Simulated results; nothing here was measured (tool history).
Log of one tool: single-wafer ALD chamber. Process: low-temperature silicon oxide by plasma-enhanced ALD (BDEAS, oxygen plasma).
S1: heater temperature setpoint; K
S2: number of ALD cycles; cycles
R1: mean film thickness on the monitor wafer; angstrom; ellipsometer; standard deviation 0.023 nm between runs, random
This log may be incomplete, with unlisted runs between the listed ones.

Run 1, day 0: S1 378.15 K, S2 62 cycles. Result: R1 92.324 angstrom.
Run 2, day 0.238: S1 379.15 K, S2 58 cycles. Result: R1 85.562 angstrom.
Run 3, day 0.296: S1 380.15 K, S2 55 cycles. Result: R1 81.462 angstrom.
Run 4, day 0.662: S1 380.15 K, S2 64 cycles. Result: R1 94.172 angstrom.
Run 5, day 0.904: S1 380.15 K, S2 72 cycles. Result: R1 106.84 angstrom.
Run 6, day 1.138: S1 382.15 K, S2 66 cycles. Result: R1 97.466 angstrom.
Run 7, day 1.458: S1 382.15 K, S2 61 cycles. Result: R1 89.725 angstrom.
Run 8, day 1.55: S1 383.15 K, S2 57 cycles. Result: R1 84.253 angstrom.
Run 9, day 1.604: S1 383.15 K, S2 54 cycles. Result: R1 79.248 angstrom.

Expected results for the next run?
Run 10, day 1.958: S1 384.15 K, S2 52 cycles. Result: R1 ?.

Run 10 produced R1 76.579 angstrom.
